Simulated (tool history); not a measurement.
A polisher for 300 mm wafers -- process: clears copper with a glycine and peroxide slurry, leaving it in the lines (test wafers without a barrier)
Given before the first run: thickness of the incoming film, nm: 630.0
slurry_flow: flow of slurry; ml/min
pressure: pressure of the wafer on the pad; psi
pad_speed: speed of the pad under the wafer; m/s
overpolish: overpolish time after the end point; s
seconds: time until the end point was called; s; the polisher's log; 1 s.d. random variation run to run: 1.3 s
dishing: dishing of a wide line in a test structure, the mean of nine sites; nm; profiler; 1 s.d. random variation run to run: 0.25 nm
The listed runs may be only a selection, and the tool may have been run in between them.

| run | hour | slurry_flow | pressure | pad_speed | overpolish | seconds | dishing |
|---|---|---|---|---|---|---|---|
| 1 | 0.0 | 305 | 1.7 | 1.24 | 10 | 165.08 | 18.3170 |
| 2 | 1.0 | 305 | 1.7 | 1.24 | 6 | 162.55 | 13.0050 |
| 3 | 2.5 | 305 | 1.8 | 1.26 | 7 | 152.42 | 15.0990 |
| 4 | 10.4 | 340 | 1.8 | 1.26 | 7 | 152.51 | 14.9880 |
| 5 | 13.2 | 340 | 1.8 | 1.26 | 3 | 152.50 | 8.0980 |
| 6 | 15.4 | 340 | 1.5 | 1.26 | 3 | 171.15 | 7.1581 |
| 7 | 22.5 | 320 | 1.7 | 1.26 | 3 | 162.91 | 7.6847 |
| 8 | 31.1 | 310 | 1.8 | 1.28 | 4 | 154.97 | 10.2660 |
| 9 | 39.9 | 225 | 2.3 | 1.26 | 5 | 128.79 | 13.2810 |

Forecast run 10:
| 10 | 48.3 | 200 | 2.4 | 1.48 | 10 | ? | ? |

Run 10 came out at seconds 111.07 s, dishing 20.6960 nm.
